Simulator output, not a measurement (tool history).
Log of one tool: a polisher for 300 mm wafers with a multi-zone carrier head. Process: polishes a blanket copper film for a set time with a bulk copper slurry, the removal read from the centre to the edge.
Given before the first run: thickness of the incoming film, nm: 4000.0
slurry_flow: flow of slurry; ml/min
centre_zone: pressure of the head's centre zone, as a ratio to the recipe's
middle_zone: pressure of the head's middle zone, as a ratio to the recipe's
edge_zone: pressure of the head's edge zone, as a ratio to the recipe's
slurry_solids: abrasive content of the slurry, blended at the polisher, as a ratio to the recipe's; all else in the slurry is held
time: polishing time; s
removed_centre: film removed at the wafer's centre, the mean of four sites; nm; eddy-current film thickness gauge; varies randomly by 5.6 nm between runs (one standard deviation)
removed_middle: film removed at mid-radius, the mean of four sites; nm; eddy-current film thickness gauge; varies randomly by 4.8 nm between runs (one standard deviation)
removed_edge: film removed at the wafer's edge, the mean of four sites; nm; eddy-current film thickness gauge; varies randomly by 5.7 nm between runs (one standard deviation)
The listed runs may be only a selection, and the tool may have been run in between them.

{"run": 1, "hour": 0.0, "slurry_flow": 290, "centre_zone": 1.0, "middle_zone": 1.0, "edge_zone": 1.0, "slurry_solids": 1.0, "time": 56, "removed_centre": 707.4, "removed_middle": 623.76, "removed_edge": 668.75}
{"run": 2, "hour": 3.9, "slurry_flow": 250, "centre_zone": 1.0, "middle_zone": 1.0, "edge_zone": 1.0, "slurry_solids": 1.0, "time": 56, "removed_centre": 692.43, "removed_middle": 616.2, "removed_edge": 668.25}
{"run": 3, "hour": 7.3, "slurry_flow": 240, "centre_zone": 0.96, "middle_zone": 0.99, "edge_zone": 1.0, "slurry_solids": 0.9, "time": 53, "removed_centre": 623.09, "removed_middle": 579.09, "removed_edge": 616.31}
{"run": 4, "hour": 12.4, "slurry_flow": 185, "centre_zone": 0.96, "middle_zone": 0.99, "edge_zone": 1.0, "slurry_solids": 0.9, "time": 53, "removed_centre": 589.75, "removed_middle": 547.71, "removed_edge": 598.13}
{"run": 5, "hour": 13.1, "slurry_flow": 185, "centre_zone": 0.96, "middle_zone": 0.99, "edge_zone": 1.03, "slurry_solids": 0.9, "time": 53, "removed_centre": 596.31, "removed_middle": 539.26, "removed_edge": 614.97}
{"run": 6, "hour": 21.2, "slurry_flow": 185, "centre_zone": 0.91, "middle_zone": 0.99, "edge_zone": 1.03, "slurry_solids": 0.9, "time": 53, "removed_centre": 557.24, "removed_middle": 529.91, "removed_edge": 604.61}
{"run": 7, "hour": 27.7, "slurry_flow": 185, "centre_zone": 0.89, "middle_zone": 0.99, "edge_zone": 1.03, "slurry_solids": 0.85, "time": 51, "removed_centre": 517.38, "removed_middle": 517.68, "removed_edge": 576.69}

Run 8 is up next; what results do you expect?
{"run": 8, "hour": 35.2, "slurry_flow": 185, "centre_zone": 0.87, "middle_zone": 0.97, "edge_zone": 1.03, "slurry_solids": 0.8, "time": 50, "removed_centre": "?", "removed_middle": "?", "removed_edge": "?"}

removed_centre: 498.35 nm
removed_middle: 485.59 nm
removed_edge: 555.72 nm
